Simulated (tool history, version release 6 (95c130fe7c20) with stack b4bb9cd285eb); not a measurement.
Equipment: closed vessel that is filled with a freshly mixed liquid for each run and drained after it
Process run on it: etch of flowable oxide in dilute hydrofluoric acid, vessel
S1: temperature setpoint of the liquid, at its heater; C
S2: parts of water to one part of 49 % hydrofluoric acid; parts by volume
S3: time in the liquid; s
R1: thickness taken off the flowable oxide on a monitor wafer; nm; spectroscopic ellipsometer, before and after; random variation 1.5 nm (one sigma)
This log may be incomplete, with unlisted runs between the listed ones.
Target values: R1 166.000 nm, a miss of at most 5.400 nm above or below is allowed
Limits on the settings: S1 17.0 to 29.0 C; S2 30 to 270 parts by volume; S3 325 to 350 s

run  hour    S1   S2   S3       R1
  1   0.0  21.0  150  325   49.056
  2   8.0  22.0  135  325   58.203
  3   9.1  23.0  120  325   69.005
  4  17.3  25.0  120  325   74.562
  5  25.0  26.5  120  325   78.154
  6  27.5  23.5  120  325   70.418
  7  28.4  24.0  110  325   80.497
  8  35.8  24.5  100  325   90.517
  9  41.6  28.5   40  325  287.410
 10  47.0  27.5   40  325  278.960
 11  48.5  27.5   40  325  277.570
 12  53.3  26.0   40  325  257.070
 13  58.2  25.0   40  325  247.750
 14  63.0  24.0   40  325  238.640
 15  65.9  23.0   40  325  229.500
 16  67.9  22.5   40  325  221.580
 17  70.5  22.0   40  325  218.640
 18  76.7  21.5   40  325  212.290
 19  81.2  21.0   40  325  208.820
 20  82.8  20.5   40  325  206.640
 21  91.1  20.0   40  325  202.040
 22  93.2  19.5   40  325  198.720
 23  94.5  19.0   40  325  194.260

Exercise: of the 4 proposed moves below, exactly one satisfies all targets within the stated allowed misses. Which move is it?
  A  95.8  21.5  40  330   ?
  B  95.8  19.5  50  345   ?
  C  95.8  17.5  50  350   ?
  D  95.8  18.5  45  340   ?

move       R1
   A  217.510
   B  165.080
   C  153.680
   D  174.200
A: lands further from the targets than the last run did
B: all results in spec
C: takes the result that was furthest off past its target
D: nearer the targets than the last run, but a result is still out of spec
Answer: B

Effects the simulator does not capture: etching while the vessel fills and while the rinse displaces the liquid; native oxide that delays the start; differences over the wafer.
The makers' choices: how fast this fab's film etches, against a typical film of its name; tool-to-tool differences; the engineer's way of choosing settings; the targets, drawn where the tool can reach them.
